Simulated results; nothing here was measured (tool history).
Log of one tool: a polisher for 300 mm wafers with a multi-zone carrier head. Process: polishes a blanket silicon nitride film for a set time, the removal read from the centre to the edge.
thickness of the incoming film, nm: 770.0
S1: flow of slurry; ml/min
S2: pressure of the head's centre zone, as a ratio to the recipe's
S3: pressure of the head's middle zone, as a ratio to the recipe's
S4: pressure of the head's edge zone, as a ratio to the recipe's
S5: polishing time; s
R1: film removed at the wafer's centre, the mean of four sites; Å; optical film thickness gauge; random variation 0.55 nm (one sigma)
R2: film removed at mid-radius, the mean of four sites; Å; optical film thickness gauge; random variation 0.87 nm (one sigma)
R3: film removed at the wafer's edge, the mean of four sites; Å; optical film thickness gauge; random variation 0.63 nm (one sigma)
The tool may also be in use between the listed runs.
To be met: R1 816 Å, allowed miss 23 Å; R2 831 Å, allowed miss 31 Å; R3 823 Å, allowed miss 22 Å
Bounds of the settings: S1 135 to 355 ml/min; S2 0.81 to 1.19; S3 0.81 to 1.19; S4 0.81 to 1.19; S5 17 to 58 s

run 1 hour=0 | S1=225 S2=1 S3=1 S4=1 S5=37 | R1=975.38 R2=979.39 R3=980.28
run 2 hour=7.1 | S1=225 S2=1 S3=1.04 S4=1 S5=37 | R1=948.88 R2=1033.5 R3=977.17
run 3 hour=7.9 | S1=225 S2=0.92 S3=1.04 S4=1 S5=37 | R1=902.07 R2=1005.1 R3=974.75
run 4 hour=13.1 | S1=215 S2=0.91 S3=1.02 S4=0.96 S5=36 | R1=867.83 R2=951.29 R3=939.44
run 5 hour=14.7 | S1=215 S2=0.91 S3=1.02 S4=0.96 S5=45 | R1=1077.9 R2=1186.9 R3=1178.9
-- hour=15.6 slurry nozzle cleaned
run 6 hour=15.6 | S1=215 S2=0.87 S3=1.02 S4=0.96 S5=45 | R1=1103 R2=1267.9 R3=1199.6
run 7 hour=21.4 | S1=205 S2=0.9 S3=1.02 S4=0.92 S5=42 | R1=1041.6 R2=1202.1 R3=1088.7
run 8 hour=26.2 | S1=205 S2=0.92 S3=1.01 S4=0.93 S5=39 | R1=988.02 R2=1079.8 R3=1030.8
run 9 hour=31.2 | S1=190 S2=0.91 S3=0.92 S4=0.83 S5=31 | R1=772.67 R2=789.4 R3=761.35
run 10 hour=31.8 | S1=200 S2=0.92 S3=0.93 S4=0.85 S5=31 | R1=784.9 R2=800.23 R3=771.97
run 11 hour=39.9 | S1=205 S2=0.92 S3=0.94 S4=0.87 S5=31 | R1=783.7 R2=797.98 R3=782.04
run 12 hour=41.3 | S1=210 S2=0.93 S3=0.95 S4=0.88 S5=31 | R1=797.49 R2=813.94 R3=793.36
run 13 hour=43.1 | S1=215 S2=0.93 S3=0.95 S4=0.89 S5=31 | R1=807.76 R2=812.2 R3=791.96

4 next moves are on the table. One of them brings every result within its allowed miss. Which?
run A hour=44.9 | S1=255 S2=0.89 S3=0.91 S4=0.87 S5=32 | R1=? R2=? R3=?
run B hour=44.9 | S1=210 S2=1.03 S3=0.88 S4=0.85 S5=30 | R1=? R2=? R3=?
run C hour=44.9 | S1=195 S2=0.98 S3=1.01 S4=0.86 S5=31 | R1=? R2=? R3=?
run D hour=44.9 | S1=230 S2=0.98 S3=1.06 S4=0.87 S5=30 | R1=? R2=? R3=?

move=A R1=824.81 R2=820.58 R3=829.65
move=B R1=842.5 R2=728.03 R3=754.69
move=C R1=826.32 R2=834.31 R3=775.69
move=D R1=822.72 R2=862.69 R3=768.39
A: meets every target
B: further off than the last run
C: further off than the last run
D: further off than the last run
The right move is A.
